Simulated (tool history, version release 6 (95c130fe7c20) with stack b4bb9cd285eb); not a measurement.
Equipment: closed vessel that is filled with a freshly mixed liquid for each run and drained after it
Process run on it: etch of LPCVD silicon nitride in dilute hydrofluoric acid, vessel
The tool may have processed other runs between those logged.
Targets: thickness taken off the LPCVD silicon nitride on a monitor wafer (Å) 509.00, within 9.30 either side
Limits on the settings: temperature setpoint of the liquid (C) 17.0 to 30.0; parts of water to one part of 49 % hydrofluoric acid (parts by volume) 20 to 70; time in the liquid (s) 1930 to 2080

run,hour,temperature setpoint of the liquid (C),parts of water to one part of 49 % hydrofluoric acid (parts by volume),time in the liquid (s),thickness taken off the LPCVD silicon nitride on a monitor wafer (Å)
1,0.0,22.0,40,1930,178.07
2,3.3,24.5,35,1935,242.21
3,8.2,24.5,35,1930,245.67
4,15.2,26.0,30,1930,310.75
5,20.7,27.0,30,1930,333.22
6,25.4,30.0,30,1930,404.16
7,28.7,30.0,25,1930,482.32
8,33.8,30.0,25,1930,490.81
9,38.7,30.0,25,1980,497.24

5 next moves are on the table. One of them brings every result within its allowed miss. Which?
A,43.6,27.5,20,2050,?
B,43.6,26.5,20,2080,?
C,43.6,30.0,25,1930,?
D,43.6,29.5,25,1950,?
E,43.6,29.5,25,1990,?

move,thickness taken off the LPCVD silicon nitride on a monitor wafer (Å)
A,539.38
B,511.75
C,483.56
D,472.80
E,482.50
A: moves the result that the last run missed by most past its target, out the other side
B: all results land within tolerance of their targets
C: its largest miss is bigger than the last run's
D: its largest miss is bigger than the last run's
E: its largest miss is bigger than the last run's
So the answer is move B, the one that meets all the targets.
